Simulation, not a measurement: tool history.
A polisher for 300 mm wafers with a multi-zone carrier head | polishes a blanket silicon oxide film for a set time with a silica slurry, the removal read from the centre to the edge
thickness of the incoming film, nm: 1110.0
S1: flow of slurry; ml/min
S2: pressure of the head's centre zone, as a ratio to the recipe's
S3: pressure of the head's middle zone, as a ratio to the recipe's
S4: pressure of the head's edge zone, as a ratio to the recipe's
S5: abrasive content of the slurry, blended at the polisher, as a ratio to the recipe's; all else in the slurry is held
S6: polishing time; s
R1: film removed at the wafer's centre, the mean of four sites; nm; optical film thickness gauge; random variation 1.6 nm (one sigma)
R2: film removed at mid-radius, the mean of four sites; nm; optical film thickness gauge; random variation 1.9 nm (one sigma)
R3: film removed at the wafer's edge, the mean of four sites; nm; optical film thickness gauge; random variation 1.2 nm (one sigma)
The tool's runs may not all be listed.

{"run": 1, "hour": 0.0, "S1": 175, "S2": 1.0, "S3": 1.0, "S4": 1.0, "S5": 1.0, "S6": 41, "R1": 166.22, "R2": 162.08, "R3": 165.56}
{"run": 2, "hour": 8.9, "S1": 175, "S2": 1.0, "S3": 1.0, "S4": 1.0, "S5": 0.85, "S6": 41, "R1": 157.76, "R2": 156.62, "R3": 154.52}
{"run": 3, "hour": 10.2, "S1": 155, "S2": 1.0, "S3": 1.0, "S4": 1.0, "S5": 0.85, "S6": 41, "R1": 156.36, "R2": 155.19, "R3": 152.9}
{"run": 4, "hour": 16.2, "S1": 155, "S2": 1.03, "S3": 1.0, "S4": 1.0, "S5": 0.85, "S6": 41, "R1": 162.8, "R2": 151.48, "R3": 152.84}
{"run": 5, "hour": 19.3, "S1": 135, "S2": 1.03, "S3": 1.0, "S4": 1.0, "S5": 0.85, "S6": 41, "R1": 151.58, "R2": 150.27, "R3": 149.69}
{"run": 6, "hour": 24.6, "S1": 130, "S2": 1.02, "S3": 1.0, "S4": 1.0, "S5": 0.85, "S6": 41, "R1": 155.29, "R2": 147.24, "R3": 149.11}
{"run": 7, "hour": 29.2, "S1": 130, "S2": 1.0, "S3": 1.0, "S4": 1.01, "S5": 0.85, "S6": 41, "R1": 148.37, "R2": 143.92, "R3": 150.85}

Run 8 comes next. What will it give?
{"run": 8, "hour": 34.9, "S1": 130, "S2": 0.99, "S3": 1.01, "S4": 1.01, "S5": 0.85, "S6": 41, "R1": "?", "R2": "?", "R3": "?"}

R1: 142.50 nm
R2: 146.54 nm
R3: 150.02 nm
